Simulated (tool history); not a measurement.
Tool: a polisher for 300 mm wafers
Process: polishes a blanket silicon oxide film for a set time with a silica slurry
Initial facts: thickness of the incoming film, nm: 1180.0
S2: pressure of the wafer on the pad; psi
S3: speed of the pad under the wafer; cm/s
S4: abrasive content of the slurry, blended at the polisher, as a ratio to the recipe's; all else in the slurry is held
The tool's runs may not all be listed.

Run 1, hour 0: flow of slurry (ml/min) 320, S2 4.6 psi, S3 154 cm/s, S4 1, polishing time (s) 86. Result: film removed (Å) 3696.5.
Run 2, hour 7.5: flow of slurry (ml/min) 320, S2 4.6 psi, S3 154 cm/s, S4 1, polishing time (s) 86. Result: film removed (Å) 3746.8.
Run 3, hour 10.7: flow of slurry (ml/min) 320, S2 5 psi, S3 154 cm/s, S4 1, polishing time (s) 86. Result: film removed (Å) 3853.6.
Run 4, hour 11.7: flow of slurry (ml/min) 320, S2 5.8 psi, S3 154 cm/s, S4 1, polishing time (s) 86. Result: film removed (Å) 4226.5.
Run 5, hour 16.6: flow of slurry (ml/min) 320, S2 5.8 psi, S3 184 cm/s, S4 1, polishing time (s) 86. Result: film removed (Å) 4734.4.
Run 6, hour 21.9: flow of slurry (ml/min) 320, S2 5.8 psi, S3 184 cm/s, S4 1, polishing time (s) 86. Result: film removed (Å) 4758.6.
Run 7, hour 30.9: flow of slurry (ml/min) 320, S2 6.2 psi, S3 186 cm/s, S4 1, polishing time (s) 86. Result: film removed (Å) 4978.7.
Run 8, hour 36.8: flow of slurry (ml/min) 320, S2 6.5 psi, S3 188 cm/s, S4 1, polishing time (s) 86. Result: film removed (Å) 5205.9.
Run 9, hour 37.8: flow of slurry (ml/min) 320, S2 6.7 psi, S3 190 cm/s, S4 1, polishing time (s) 86. Result: film removed (Å) 5395.7.
Run 10, hour 39.7: flow of slurry (ml/min) 320, S2 6.9 psi, S3 190 cm/s, S4 1, polishing time (s) 86. Result: film removed (Å) 5519.9.

Predict the results of run 11:
Run 11, hour 46.2: flow of slurry (ml/min) 320, S2 7 psi, S3 190 cm/s, S4 1, polishing time (s) 86. Result: film removed (Å) ?.

Logged for run 11: film removed (Å) 5589.1.
